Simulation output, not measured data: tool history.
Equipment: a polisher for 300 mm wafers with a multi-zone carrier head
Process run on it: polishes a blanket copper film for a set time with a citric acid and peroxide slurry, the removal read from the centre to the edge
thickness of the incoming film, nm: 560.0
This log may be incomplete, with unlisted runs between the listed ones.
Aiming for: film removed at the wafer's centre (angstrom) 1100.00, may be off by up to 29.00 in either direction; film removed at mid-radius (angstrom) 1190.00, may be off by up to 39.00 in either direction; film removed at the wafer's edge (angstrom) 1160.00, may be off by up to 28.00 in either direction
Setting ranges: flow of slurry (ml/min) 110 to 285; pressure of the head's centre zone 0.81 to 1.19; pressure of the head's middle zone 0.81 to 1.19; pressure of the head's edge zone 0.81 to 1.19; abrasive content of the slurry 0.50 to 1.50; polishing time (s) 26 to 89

run	hour	flow of slurry (ml/min)	pressure of the head's centre zone	pressure of the head's middle zone	pressure of the head's edge zone	abrasive content of the slurry	polishing time (s)	film removed at the wafer's centre (angstrom)	film removed at mid-radius (angstrom)	film removed at the wafer's edge (angstrom)
1	0.0	180	1.00	1.00	1.00	1.00	57	804.77	825.53	843.61
2	6.3	180	1.00	1.00	1.05	1.00	57	812.78	820.99	848.20
3	15.1	180	1.00	1.06	1.05	1.00	57	809.50	880.90	854.41
4	20.8	180	1.00	1.06	1.11	1.00	57	812.81	866.37	871.27
5	26.8	185	1.00	1.07	1.12	1.10	58	845.49	894.03	900.88
6	32.2	190	1.00	1.08	1.13	1.15	60	882.92	951.09	959.79
7	38.8	200	1.01	1.09	1.14	1.20	61	905.40	997.30	983.27
8	39.5	220	1.08	1.08	1.19	1.45	69	1169.60	1156.20	1165.30
9	43.1	220	1.07	1.09	1.19	1.45	69	1147.70	1195.40	1167.10
10	44.5	215	1.07	1.09	1.19	1.45	69	1161.10	1188.20	1184.50
11	50.7	215	1.06	1.09	1.18	1.45	69	1131.80	1164.40	1156.90
# hour 59.4: slurry nozzle cleaned
12	59.4	215	1.05	1.11	1.18	1.45	69	1163.10	1221.00	1200.20
13	65.3	215	1.04	1.11	1.17	1.45	69	1136.80	1237.30	1187.90
14	71.6	210	1.04	1.11	1.17	1.45	69	1143.70	1246.40	1180.50
15	72.8	210	1.04	1.10	1.17	1.45	69	1154.00	1210.40	1195.00

Consider the 5 candidate settings below. Which is the only one whose results all fall within their allowed miss of target?
A	74.0	220	0.98	1.13	1.17	1.50	66	?	?	?
B	74.0	175	1.00	1.07	1.13	1.30	75	?	?	?
C	74.0	185	0.98	1.07	1.06	1.35	72	?	?	?
D	74.0	195	0.89	1.04	1.19	1.35	73	?	?	?
E	74.0	230	0.89	1.04	1.19	1.40	71	?	?	?

move	film removed at the wafer's centre (angstrom)	film removed at mid-radius (angstrom)	film removed at the wafer's edge (angstrom)
A	1045.90	1182.00	1151.90
B	1138.30	1208.40	1230.00
C	1088.80	1178.50	1167.60
D	1011.30	1176.90	1246.30
E	1016.20	1179.40	1241.20
A: the result that was furthest off in the last run now lies on the other side of its target
B: lands further from the targets than the last run did
C: every result lands within tolerance
D: the result that was furthest off in the last run now lies on the other side of its target
E: the result that was furthest off in the last run now lies on the other side of its target
Correct choice: C, which meets every target

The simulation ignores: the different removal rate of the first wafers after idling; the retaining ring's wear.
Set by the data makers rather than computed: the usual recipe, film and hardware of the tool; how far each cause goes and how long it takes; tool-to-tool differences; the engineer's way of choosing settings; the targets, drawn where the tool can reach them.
